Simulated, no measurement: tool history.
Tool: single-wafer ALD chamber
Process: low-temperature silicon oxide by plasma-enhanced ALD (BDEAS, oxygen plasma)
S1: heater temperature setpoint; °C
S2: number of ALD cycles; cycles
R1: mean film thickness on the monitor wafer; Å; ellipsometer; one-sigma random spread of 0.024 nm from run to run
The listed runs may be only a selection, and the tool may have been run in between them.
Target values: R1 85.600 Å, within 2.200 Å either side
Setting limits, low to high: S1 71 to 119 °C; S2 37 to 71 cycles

run	hour	S1	S2	R1
1	0.0	95	54	76.378
2	4.0	95	50	70.886
3	7.9	95	57	80.947
4	8.5	95	54	76.570
5	12.8	92	55	78.598
6	17.0	90	56	80.828
7	22.9	88	57	82.959
# hour 24.3: thermocouple changed; heater temperature recalibrated
8	24.3	87	57	82.118

5 next moves are on the table. One of them brings every result within its allowed miss. Which?
A	25.7	85	63	?
B	25.7	80	55	?
C	25.7	83	62	?
D	25.7	84	59	?
E	25.7	88	56	?

move	R1
A	91.139
B	81.112
C	90.390
D	85.684
E	80.068
A: the result that was furthest off in the last run now lies on the other side of its target
B: the biggest miss grows against the last run
C: the result that was furthest off in the last run now lies on the other side of its target
D: hits every target within its allowed miss
E: the biggest miss grows against the last run
So the answer is move D, the one that meets all the targets.
